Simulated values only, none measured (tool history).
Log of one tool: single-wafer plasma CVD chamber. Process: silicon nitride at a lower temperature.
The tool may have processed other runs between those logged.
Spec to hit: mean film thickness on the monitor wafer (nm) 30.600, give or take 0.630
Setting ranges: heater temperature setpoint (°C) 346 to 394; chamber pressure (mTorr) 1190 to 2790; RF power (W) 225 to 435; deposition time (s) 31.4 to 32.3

run,hour,heater temperature setpoint (°C),chamber pressure (mTorr),RF power (W),deposition time (s),mean film thickness on the monitor wafer (nm)
1,0.0,370,1990,330,31.4,40.114
2,6.4,370,1990,330,31.4,39.994
3,10.4,370,1830,305,31.4,36.983
4,14.6,370,1830,305,31.4,36.885
5,17.6,379,1830,305,31.4,36.973
6,18.5,379,1700,290,31.4,34.480
7,25.8,379,1590,285,31.4,33.461
8,31.9,379,1500,285,31.4,33.119
9,40.2,379,1430,280,31.4,32.070
10,41.9,379,1430,280,31.4,32.301
11,43.3,379,1380,280,31.4,31.758
12,51.1,379,1340,280,31.4,31.664
13,59.2,379,1310,280,31.4,31.681
14,64.0,379,1280,280,31.4,31.545
15,69.4,379,1260,280,31.4,31.304
16,76.1,379,1240,280,31.4,31.198
17,85.0,379,1190,270,31.4,29.959

Which one of the following 5 next-run settings gets every result inside its allowed miss? There is exactly one.
A,93.9,375,1190,260,31.4,?
B,93.9,376,1220,275,31.6,?
C,93.9,378,1190,260,31.4,?
D,93.9,380,1190,265,31.4,?
E,93.9,379,1320,260,31.4,?

move,mean film thickness on the monitor wafer (nm)
A,28.802
B,30.848
C,28.772
D,29.329
E,29.317
A: further off than the last run
B: all results in spec
C: further off than the last run
D: further off than the last run
E: further off than the last run
The move that meets every target is B.
